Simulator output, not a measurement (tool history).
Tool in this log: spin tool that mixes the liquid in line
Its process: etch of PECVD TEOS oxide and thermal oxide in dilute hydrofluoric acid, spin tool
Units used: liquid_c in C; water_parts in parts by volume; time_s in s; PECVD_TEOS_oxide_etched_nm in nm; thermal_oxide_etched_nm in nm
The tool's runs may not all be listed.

{"run": 1, "day": 0.0, "liquid_c": 21, "water_parts": 230, "time_s": 120, "PECVD_TEOS_oxide_etched_nm": 10.685, "thermal_oxide_etched_nm": 1.8999}
{"run": 2, "day": 0.329, "liquid_c": 20, "water_parts": 235, "time_s": 120, "PECVD_TEOS_oxide_etched_nm": 9.9376, "thermal_oxide_etched_nm": 1.8257}
{"run": 3, "day": 0.488, "liquid_c": 19.5, "water_parts": 240, "time_s": 120, "PECVD_TEOS_oxide_etched_nm": 9.4654, "thermal_oxide_etched_nm": 1.7598}
{"run": 4, "day": 0.725, "liquid_c": 19, "water_parts": 245, "time_s": 120, "PECVD_TEOS_oxide_etched_nm": 9.0485, "thermal_oxide_etched_nm": 1.6172}
{"run": 5, "day": 0.996, "liquid_c": 18.5, "water_parts": 245, "time_s": 120, "PECVD_TEOS_oxide_etched_nm": 8.861, "thermal_oxide_etched_nm": 1.6788}
{"run": 6, "day": 1.129, "liquid_c": 18.5, "water_parts": 250, "time_s": 120, "PECVD_TEOS_oxide_etched_nm": 8.6793, "thermal_oxide_etched_nm": 1.5712}

Run 7 is up next; what results do you expect?
{"day": 1.246, "done": "thermometer replaced"}
{"run": 7, "day": 1.246, "liquid_c": 18, "water_parts": 250, "time_s": 120, "PECVD_TEOS_oxide_etched_nm": "?", "thermal_oxide_etched_nm": "?"}

{"run 7": {"PECVD_TEOS_oxide_etched_nm": 8.9918, "thermal_oxide_etched_nm": 1.6457}}
